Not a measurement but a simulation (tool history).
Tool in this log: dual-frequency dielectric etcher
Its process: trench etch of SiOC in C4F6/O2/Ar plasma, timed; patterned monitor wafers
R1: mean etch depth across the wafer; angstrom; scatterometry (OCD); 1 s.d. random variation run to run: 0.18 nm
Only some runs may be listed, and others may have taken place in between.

Run 1, hour 0: source power (kW) 0.41, bias power (kW) 0.149, etch time (s) 30. Result: R1 578.3 angstrom.
Run 2, hour 6: source power (kW) 0.45, bias power (kW) 0.153, etch time (s) 30. Result: R1 600.43 angstrom.
Run 3, hour 9.5: source power (kW) 0.45, bias power (kW) 0.165, etch time (s) 30. Result: R1 620.32 angstrom.
Run 4, hour 10.3: source power (kW) 0.48, bias power (kW) 0.167, etch time (s) 30. Result: R1 635.38 angstrom.
Run 5, hour 14.3: source power (kW) 0.48, bias power (kW) 0.185, etch time (s) 30. Result: R1 662.01 angstrom.
Run 6, hour 23.2: source power (kW) 0.48, bias power (kW) 0.164, etch time (s) 30. Result: R1 629.01 angstrom.
Run 7, hour 30.7: source power (kW) 0.5, bias power (kW) 0.168, etch time (s) 30. Result: R1 642.47 angstrom.

Estimate the outcome of run 8 from the log above:
Run 8, hour 38.8: source power (kW) 0.51, bias power (kW) 0.172, etch time (s) 30. Result: R1 ?.

{"run 8": {"R1": 654.53}}
